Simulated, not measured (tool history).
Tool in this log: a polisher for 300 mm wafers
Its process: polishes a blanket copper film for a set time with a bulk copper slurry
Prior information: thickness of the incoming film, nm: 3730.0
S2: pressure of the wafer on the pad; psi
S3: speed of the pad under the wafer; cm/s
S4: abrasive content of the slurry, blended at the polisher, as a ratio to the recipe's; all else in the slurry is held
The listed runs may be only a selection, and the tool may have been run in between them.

run 1 hour=0 | flow_of_slurry_(ml/min)=140 S2=2.6 S3=130 S4=1 polishing_time_(s)=90 | film_removed_(Å)=8671.7
run 2 hour=1.1 | flow_of_slurry_(ml/min)=135 S2=2.5 S3=130 S4=1 polishing_time_(s)=90 | film_removed_(Å)=8300.1
run 3 hour=4.1 | flow_of_slurry_(ml/min)=130 S2=2.4 S3=130 S4=1 polishing_time_(s)=90 | film_removed_(Å)=8061.4
run 4 hour=5.2 | flow_of_slurry_(ml/min)=130 S2=2.3 S3=130 S4=1 polishing_time_(s)=90 | film_removed_(Å)=7881.9
-- hour=11.4 head pressure recalibrated
run 5 hour=11.4 | flow_of_slurry_(ml/min)=100 S2=2.3 S3=130 S4=1 polishing_time_(s)=90 | film_removed_(Å)=7043.7
run 6 hour=19.6 | flow_of_slurry_(ml/min)=100 S2=2.3 S3=110 S4=1 polishing_time_(s)=90 | film_removed_(Å)=5967
run 7 hour=24.6 | flow_of_slurry_(ml/min)=105 S2=2.3 S3=110 S4=1 polishing_time_(s)=90 | film_removed_(Å)=6039.7

What will run 8 give?
run 8 hour=30.9 | flow_of_slurry_(ml/min)=120 S2=2.3 S3=110 S4=1 polishing_time_(s)=90 | film_removed_(Å)=?

{"run 8": {"film removed (Å)": 6347.3}}
